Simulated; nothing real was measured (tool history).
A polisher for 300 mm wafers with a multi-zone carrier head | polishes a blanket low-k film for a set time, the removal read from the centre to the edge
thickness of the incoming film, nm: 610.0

| run | hour | flow of slurry (ml/min) | pressure of the head's centre zone | pressure of the head's middle zone | pressure of the head's edge zone | abrasive content of the slurry | polishing time (s) | film removed at the wafer's centre (angstrom) | film removed at mid-radius (angstrom) | film removed at the wafer's edge (angstrom) |
|---|---|---|---|---|---|---|---|---|---|---|
| 1 | 0 | 270 | 1 | 1 | 1 | 1 | 82 | 208.16 | 207.42 | 209.42 |
| 2 | 5.1 | 270 | 1.08 | 1 | 1 | 1 | 82 | 226.62 | 210.78 | 203.53 |
| 3 | 8.7 | 270 | 1.08 | 1 | 1.07 | 1 | 82 | 229.74 | 209.1 | 213.78 |
| 4 | 15.1 | 270 | 1.08 | 1 | 1.07 | 1 | 102 | 281.69 | 257.79 | 267.29 |
| 5 | 20.3 | 270 | 1.04 | 0.98 | 1.01 | 0.85 | 101 | 246.01 | 232.14 | 236.33 |
| 6 | 28.5 | 270 | 1.04 | 0.98 | 0.93 | 0.85 | 101 | 245.41 | 231.44 | 223.83 |

Forecast run 7:
| 7 | 33.3 | 260 | 1 | 0.96 | 0.9 | 0.8 | 101 | ? | ? | ? |

film removed at the wafer's centre (angstrom): 228.12
film removed at mid-radius (angstrom): 220.25
film removed at the wafer's edge (angstrom): 215.94
